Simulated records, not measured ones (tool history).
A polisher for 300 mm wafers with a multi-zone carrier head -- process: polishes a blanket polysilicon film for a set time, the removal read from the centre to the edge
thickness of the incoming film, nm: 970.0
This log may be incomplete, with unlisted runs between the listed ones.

run	hour	flow of slurry (ml/min)	pressure of the head's centre zone	pressure of the head's middle zone	pressure of the head's edge zone	polishing time (s)	film removed at the wafer's centre (nm)	film removed at mid-radius (nm)	film removed at the wafer's edge (nm)
1	0	250	1	1	1	43	336	360.26	366.58
2	6.3	250	1	1	0.92	43	327.93	362.37	346.83
3	14.3	245	0.98	0.99	0.91	43	326.37	358.14	351.04
4	22.6	245	0.97	1	0.9	42	310.91	352.01	340.33
5	26.3	190	0.97	1	0.9	42	291.61	333.2	327.53
6	27.6	190	0.97	0.95	0.9	42	295.83	322.63	324.45

Run 7 is up next; what results do you expect?
7	28.2	185	0.96	0.96	0.89	42	?	?	?

film removed at the wafer's centre (nm): 294.32
film removed at mid-radius (nm): 323.97
film removed at the wafer's edge (nm): 325.37
